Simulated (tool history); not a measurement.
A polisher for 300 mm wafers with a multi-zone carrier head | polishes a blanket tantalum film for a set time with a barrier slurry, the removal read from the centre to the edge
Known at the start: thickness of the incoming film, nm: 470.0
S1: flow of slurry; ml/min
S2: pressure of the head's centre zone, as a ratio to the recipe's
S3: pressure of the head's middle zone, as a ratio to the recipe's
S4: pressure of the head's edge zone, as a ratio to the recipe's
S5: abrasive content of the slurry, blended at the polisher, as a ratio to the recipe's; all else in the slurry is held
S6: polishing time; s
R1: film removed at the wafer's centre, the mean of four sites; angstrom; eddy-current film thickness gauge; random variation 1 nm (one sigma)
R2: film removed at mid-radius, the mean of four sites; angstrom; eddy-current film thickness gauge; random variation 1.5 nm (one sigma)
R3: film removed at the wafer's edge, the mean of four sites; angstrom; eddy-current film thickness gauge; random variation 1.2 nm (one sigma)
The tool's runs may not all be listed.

{"run": 1, "hour": 0.0, "S1": 315, "S2": 1.0, "S3": 1.0, "S4": 1.0, "S5": 1.0, "S6": 45, "R1": 698.69, "R2": 708.87, "R3": 697.4}
{"run": 2, "hour": 6.1, "S1": 320, "S2": 1.03, "S3": 1.02, "S4": 1.02, "S5": 1.1, "S6": 46, "R1": 760.29, "R2": 770.12, "R3": 731.29}
{"run": 3, "hour": 12.3, "S1": 320, "S2": 1.05, "S3": 1.02, "S4": 1.04, "S5": 1.2, "S6": 48, "R1": 833.57, "R2": 830.34, "R3": 802.63}
{"run": 4, "hour": 18.8, "S1": 320, "S2": 1.05, "S3": 1.02, "S4": 1.0, "S5": 1.2, "S6": 48, "R1": 821.63, "R2": 792.92, "R3": 758.43}
{"run": 5, "hour": 23.4, "S1": 325, "S2": 1.08, "S3": 1.03, "S4": 1.04, "S5": 1.25, "S6": 48, "R1": 874.54, "R2": 820.77, "R3": 809.53}
{"run": 6, "hour": 30.3, "S1": 330, "S2": 1.1, "S3": 1.06, "S4": 1.06, "S5": 1.3, "S6": 48, "R1": 890.76, "R2": 858.74, "R3": 819.69}
{"run": 7, "hour": 31.5, "S1": 335, "S2": 1.12, "S3": 1.07, "S4": 1.08, "S5": 1.35, "S6": 49, "R1": 927.65, "R2": 885.23, "R3": 857.61}
{"run": 8, "hour": 40.3, "S1": 335, "S2": 1.13, "S3": 1.08, "S4": 1.09, "S5": 1.4, "S6": 50, "R1": 985.91, "R2": 923.99, "R3": 869.06}
{"run": 9, "hour": 42.7, "S1": 340, "S2": 1.13, "S3": 1.08, "S4": 1.11, "S5": 1.4, "S6": 51, "R1": 1000.3, "R2": 925.18, "R3": 898.2}
{"run": 10, "hour": 50.8, "S1": 340, "S2": 1.13, "S3": 1.09, "S4": 1.12, "S5": 1.4, "S6": 52, "R1": 1008.8, "R2": 959.51, "R3": 941.38}
{"run": 11, "hour": 56.0, "S1": 340, "S2": 1.14, "S3": 1.1, "S4": 1.12, "S5": 1.4, "S6": 52, "R1": 1030.4, "R2": 978.3, "R3": 932.38}
{"run": 12, "hour": 63.2, "S1": 340, "S2": 1.14, "S3": 1.1, "S4": 1.12, "S5": 1.4, "S6": 52, "R1": 1014.3, "R2": 957.65, "R3": 923.95}
{"run": 13, "hour": 67.7, "S1": 340, "S2": 1.14, "S3": 1.11, "S4": 1.12, "S5": 1.4, "S6": 52, "R1": 1026.2, "R2": 982.8, "R3": 925.6}

Forecast run 14:
{"run": 14, "hour": 69.1, "S1": 340, "S2": 1.14, "S3": 1.11, "S4": 1.13, "S5": 1.4, "S6": 52, "R1": "?", "R2": "?", "R3": "?"}

R1: 1009.40 angstrom
R2: 976.40 angstrom
R3: 930.17 angstrom
